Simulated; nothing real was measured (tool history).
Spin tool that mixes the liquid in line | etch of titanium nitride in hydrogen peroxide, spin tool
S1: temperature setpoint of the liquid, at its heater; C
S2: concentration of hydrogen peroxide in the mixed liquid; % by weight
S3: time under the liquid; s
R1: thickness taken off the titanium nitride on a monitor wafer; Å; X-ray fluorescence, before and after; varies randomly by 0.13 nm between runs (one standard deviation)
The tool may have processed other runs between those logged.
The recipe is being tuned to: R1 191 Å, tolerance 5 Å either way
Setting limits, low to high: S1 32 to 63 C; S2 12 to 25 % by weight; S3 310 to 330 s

run  hour    S1  S2   S3      R1
  1     0    47  17  310  119.23
  2   8.2    42  17  310   81.77
  3  16.3    44  17  310   95.72
  4  23.2    44  20  310  98.895
  5  30.5  40.5  20  310  74.785
  6  33.1  42.5  20  310  89.371
  7  33.7  42.5  20  310  88.167
  8  38.2    44  20  310  99.262
  9  47.2  45.5  20  310  109.71
 10  54.9  46.5  20  310  120.04
 11  59.6  47.5  20  310  129.39
 12  64.5  48.5  20  310  137.25
 13  65.9    49  20  310  141.34
 14  70.5  49.5  20  310   147.1
 15  73.4    50  20  310  154.88
 16  79.2  50.5  20  310  160.25
 17    83    51  20  310  163.35
 18  83.8  51.5  20  310  172.28
 19  84.7  52.5  20  310  180.63
 20  90.4  52.5  20  310   180.5

Pick the move, out of 4, that brings all results within their allowed miss; only one does.
  A  96.1  51.5  18.5  310   ?
  B  96.1    52    21  315   ?
  C  96.1    52  22.5  310   ?
  D  96.1    52    21  330   ?

move      R1
   A  169.64
   B  183.56
   C  183.36
   D  192.31
A: its largest miss is bigger than the last run's
B: nearer the targets than the last run, but a result is still out of spec
C: nearer the targets than the last run, but a result is still out of spec
D: each result inside its tolerance
Go with D: it meets all targets.
